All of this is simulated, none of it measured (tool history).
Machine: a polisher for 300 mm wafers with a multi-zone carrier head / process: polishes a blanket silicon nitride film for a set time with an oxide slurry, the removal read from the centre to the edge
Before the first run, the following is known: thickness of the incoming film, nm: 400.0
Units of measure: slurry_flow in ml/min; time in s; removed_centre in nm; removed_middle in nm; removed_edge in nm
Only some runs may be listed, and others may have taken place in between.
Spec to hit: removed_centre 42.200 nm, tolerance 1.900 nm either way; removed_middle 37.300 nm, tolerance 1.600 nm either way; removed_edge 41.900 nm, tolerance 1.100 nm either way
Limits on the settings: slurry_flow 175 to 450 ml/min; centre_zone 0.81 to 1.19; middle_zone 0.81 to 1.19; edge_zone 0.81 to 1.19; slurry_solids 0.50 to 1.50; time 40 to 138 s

run	day	slurry_flow	centre_zone	middle_zone	edge_zone	slurry_solids	time	removed_centre	removed_middle	removed_edge
1	0.000	290	1.00	1.00	1.00	1.00	88	52.209	52.045	53.746
2	0.242	285	1.00	0.96	0.97	0.90	88	49.923	46.436	49.654
3	0.608	285	1.00	0.96	1.01	0.90	88	50.526	46.779	50.863
4	0.933	285	1.00	0.96	1.01	0.90	75	42.545	39.736	43.153
5	1.012	285	1.00	1.04	1.01	0.90	75	43.644	42.849	43.066
6	1.250	285	1.00	0.95	1.01	0.90	75	42.198	39.048	43.849
7	1.308	280	1.01	0.95	1.00	0.90	75	42.727	39.512	43.304
8	1.388	280	1.01	0.95	1.00	0.90	75	42.795	39.486	42.754
9	1.683	275	1.01	0.94	1.00	0.90	75	44.091	38.955	42.915

4 candidate next runs follow, results not yet known. Just one meets every target within its allowed miss. Identify it.
A	1.979	240	1.18	0.86	0.88	0.80	78	?	?	?
B	1.979	305	1.07	0.86	0.96	1.15	60	?	?	?
C	1.979	325	1.11	0.98	1.11	1.00	64	?	?	?
D	1.979	230	1.11	0.87	0.92	0.75	87	?	?	?

move	removed_centre	removed_middle	removed_edge
A	46.449	35.051	38.520
B	40.981	33.748	38.489
C	42.240	37.456	41.121
D	46.732	37.651	41.859
A: takes the biggest miss from the last run beyond its target
B: takes the biggest miss from the last run beyond its target
C: meets every target
D: brings the last run's worst result on target, with another outside its allowed miss
Go with C: it meets all targets.
